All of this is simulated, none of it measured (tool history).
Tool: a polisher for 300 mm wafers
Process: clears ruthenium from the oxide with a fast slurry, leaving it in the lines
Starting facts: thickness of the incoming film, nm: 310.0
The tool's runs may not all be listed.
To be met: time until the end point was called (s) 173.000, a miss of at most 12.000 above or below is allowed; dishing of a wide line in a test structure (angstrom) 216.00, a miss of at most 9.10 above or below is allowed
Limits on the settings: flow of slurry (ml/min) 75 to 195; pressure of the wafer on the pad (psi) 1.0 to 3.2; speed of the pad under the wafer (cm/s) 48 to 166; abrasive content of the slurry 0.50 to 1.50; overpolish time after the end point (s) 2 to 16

run  hour  flow of slurry (ml/min)  pressure of the wafer on the pad (psi)  speed of the pad under the wafer (cm/s)  abrasive content of the slurry  overpolish time after the end point (s)  time until the end point was called (s)  dishing of a wide line in a test structure (angstrom)
  1   0.0                      125                                     2.1                                      106                            1.00                                        8                                   97.484                                                 241.27
  2   5.6                      120                                     2.0                                      106                            1.00                                        8                                  101.500                                                 233.84
  3  10.8                      120                                     1.9                                      104                            1.00                                        8                                  106.940                                                 211.72
  4  14.8                      115                                     1.8                                      102                            1.00                                        9                                  116.940                                                 221.62
  5  17.0                      115                                     2.2                                      102                            1.00                                        9                                   93.147                                                 271.61
  6  21.8                      115                                     2.2                                      102                            0.80                                        9                                  100.210                                                 251.66
  7  25.9                      115                                     2.0                                      102                            0.80                                        9                                  113.970                                                 230.53
  8  33.3                      115                                     1.9                                      102                            0.80                                        9                                  115.470                                                 220.02
  9  42.0                      115                                     1.8                                      102                            0.80                                        9                                  120.140                                                 207.63
 10  47.8                      115                                     1.7                                      100                            0.85                                        9                                  130.070                                                 196.63
 11  54.3                      115                                     1.6                                      100                            0.85                                        9                                  138.890                                                 186.78

Exactly one of the 5 candidate moves below puts every result within its allowed miss. Which one?
  A  60.8                      125                                     1.8                                       84                            0.85                                       12                                        ?                                                      ?
  B  60.8                      105                                     1.4                                       78                            0.85                                       12                                        ?                                                      ?
  C  60.8                      145                                     1.6                                       70                            0.65                                       15                                        ?                                                      ?
  D  60.8                      105                                     1.6                                       84                            0.75                                       13                                        ?                                                      ?
  E  60.8                      120                                     1.4                                       88                            0.85                                       12                                        ?                                                      ?

move  time until the end point was called (s)  dishing of a wide line in a test structure (angstrom)
   A                                  140.050                                                 236.46
   B                                  198.860                                                 168.58
   C                                  196.300                                                 211.83
   D                                  168.990                                                 213.19
   E                                  171.920                                                 194.11
A: the result that was furthest off in the last run now lies on the other side of its target
B: misses by more than the last run did
C: brings the last run's worst result on target, with another outside its allowed miss
D: in spec on every target
E: nearer the targets than the last run, but a result is still out of spec
D is the move that brings every result within its allowed miss.

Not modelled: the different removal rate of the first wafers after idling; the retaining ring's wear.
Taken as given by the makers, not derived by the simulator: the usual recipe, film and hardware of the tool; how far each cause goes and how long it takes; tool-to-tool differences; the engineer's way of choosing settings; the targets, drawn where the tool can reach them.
